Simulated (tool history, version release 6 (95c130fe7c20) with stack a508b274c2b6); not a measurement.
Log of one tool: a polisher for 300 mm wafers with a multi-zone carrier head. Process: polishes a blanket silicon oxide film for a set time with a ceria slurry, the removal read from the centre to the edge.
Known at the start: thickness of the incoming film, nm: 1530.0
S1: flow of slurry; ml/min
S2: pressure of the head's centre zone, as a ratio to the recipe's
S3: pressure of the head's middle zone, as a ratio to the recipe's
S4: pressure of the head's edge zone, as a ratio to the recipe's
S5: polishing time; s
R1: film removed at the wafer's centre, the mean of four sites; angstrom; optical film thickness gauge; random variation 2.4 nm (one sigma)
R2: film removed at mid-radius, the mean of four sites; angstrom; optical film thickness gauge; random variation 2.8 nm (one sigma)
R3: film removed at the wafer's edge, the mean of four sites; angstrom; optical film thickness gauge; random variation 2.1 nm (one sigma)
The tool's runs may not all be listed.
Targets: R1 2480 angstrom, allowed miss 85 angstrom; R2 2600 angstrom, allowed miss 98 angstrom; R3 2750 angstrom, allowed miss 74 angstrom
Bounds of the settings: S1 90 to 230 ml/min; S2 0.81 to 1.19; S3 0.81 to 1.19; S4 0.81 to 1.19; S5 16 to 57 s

run,hour,S1,S2,S3,S4,S5,R1,R2,R3
1,0,150,1,1,1,36,2811.8,2837.7,2958.1
2,6.2,145,0.99,1,1,36,2779,2795.8,2940.4
3,12.4,140,0.98,1,1,36,2754,2818.7,2947.4
4,15.3,140,0.97,1,0.99,36,2746.4,2753.9,2932.5
5,23.4,140,0.97,1,0.99,27,2080.4,2148.6,2200.7
6,23.9,140,0.97,0.96,0.99,27,2055,2048.7,2207.3
7,24.9,145,0.97,0.97,1.01,27,2087.5,2107.9,2241.9
8,30.6,150,0.97,0.97,1.03,27,2075.4,2064,2221.5
9,39.3,145,0.97,0.98,1.03,28,2135,2179,2365.2
# hour 44.5: edge zone pressure recalibrated
10,44.5,145,0.98,0.99,1.04,28,2165.8,2173.2,2281.1

5 next moves are on the table. One of them brings every result within its allowed miss. Which?
A,49.7,135,1.1,1.12,1.05,22,?,?,?
B,49.7,135,1.08,1.19,1.02,27,?,?,?
C,49.7,150,0.9,0.98,1.01,24,?,?,?
D,49.7,165,1.18,1.13,1.02,27,?,?,?
E,49.7,160,0.92,0.97,1.01,34,?,?,?

move,R1,R2,R3
A,1879,1885.7,1775.1
B,2264.8,2435.4,2145.8
C,1704.9,1875.5,1926.3
D,2563.4,2403.9,2195.6
E,2496.6,2660.4,2748.4
A: further off than the last run
B: further off than the last run
C: further off than the last run
D: further off than the last run
E: meets every target
Move E is the one to make.
